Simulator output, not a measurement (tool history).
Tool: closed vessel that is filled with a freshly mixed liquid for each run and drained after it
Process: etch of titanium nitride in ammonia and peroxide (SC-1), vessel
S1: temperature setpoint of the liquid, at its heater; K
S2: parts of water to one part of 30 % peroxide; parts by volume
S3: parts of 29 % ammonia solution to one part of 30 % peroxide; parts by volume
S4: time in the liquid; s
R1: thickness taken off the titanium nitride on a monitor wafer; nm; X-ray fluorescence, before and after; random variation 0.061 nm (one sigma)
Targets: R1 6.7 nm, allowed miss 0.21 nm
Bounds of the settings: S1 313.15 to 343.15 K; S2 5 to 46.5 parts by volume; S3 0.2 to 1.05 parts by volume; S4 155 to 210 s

{"run": 1, "hour": 0.0, "S1": 329.15, "S2": 25.5, "S3": 0.55, "S4": 210, "R1": 11.596}
{"run": 2, "hour": 2.1, "S1": 327.65, "S2": 25.5, "S3": 0.55, "S4": 210, "R1": 10.399}
{"run": 3, "hour": 10.3, "S1": 333.15, "S2": 25.5, "S3": 0.55, "S4": 210, "R1": 14.936}
{"run": 4, "hour": 13.6, "S1": 333.15, "S2": 25.5, "S3": 0.45, "S4": 210, "R1": 14.149}
{"run": 5, "hour": 16.9, "S1": 333.15, "S2": 17, "S3": 0.45, "S4": 210, "R1": 17.714}
{"run": 6, "hour": 21.7, "S1": 333.15, "S2": 17, "S3": 0.45, "S4": 210, "R1": 17.999}
{"run": 7, "hour": 25.2, "S1": 330.65, "S2": 17, "S3": 0.45, "S4": 210, "R1": 15.311}
{"run": 8, "hour": 26.3, "S1": 322.65, "S2": 17.5, "S3": 0.45, "S4": 210, "R1": 8.6484}
{"run": 9, "hour": 35.3, "S1": 322.15, "S2": 17.5, "S3": 0.45, "S4": 210, "R1": 8.3257}
{"run": 10, "hour": 41.6, "S1": 321.65, "S2": 17.5, "S3": 0.45, "S4": 210, "R1": 8.2844}
{"run": 11, "hour": 43.6, "S1": 321.15, "S2": 17.5, "S3": 0.45, "S4": 210, "R1": 7.8093}
{"run": 12, "hour": 46.9, "S1": 320.65, "S2": 17.5, "S3": 0.45, "S4": 210, "R1": 7.5768}
{"run": 13, "hour": 55.8, "S1": 320.15, "S2": 17.5, "S3": 0.45, "S4": 210, "R1": 7.2774}

4 next moves are on the table. One of them brings every result within its allowed miss. Which?
{"run": "A", "hour": 64.7, "S1": 321.15, "S2": 15.5, "S3": 0.45, "S4": 195, "R1": "?"}
{"run": "B", "hour": 64.7, "S1": 320.65, "S2": 19.5, "S3": 0.3, "S4": 210, "R1": "?"}
{"run": "C", "hour": 64.7, "S1": 318.65, "S2": 16.5, "S3": 0.4, "S4": 200, "R1": "?"}
{"run": "D", "hour": 64.7, "S1": 323.15, "S2": 17, "S3": 0.4, "S4": 185, "R1": "?"}

move=A R1=7.8293
move=B R1=6.6376
move=C R1=6.3545
move=D R1=7.9458
A: further off than the last run
B: meets every target
C: takes the result that was furthest off past its target
D: further off than the last run
Move B is the one to make.
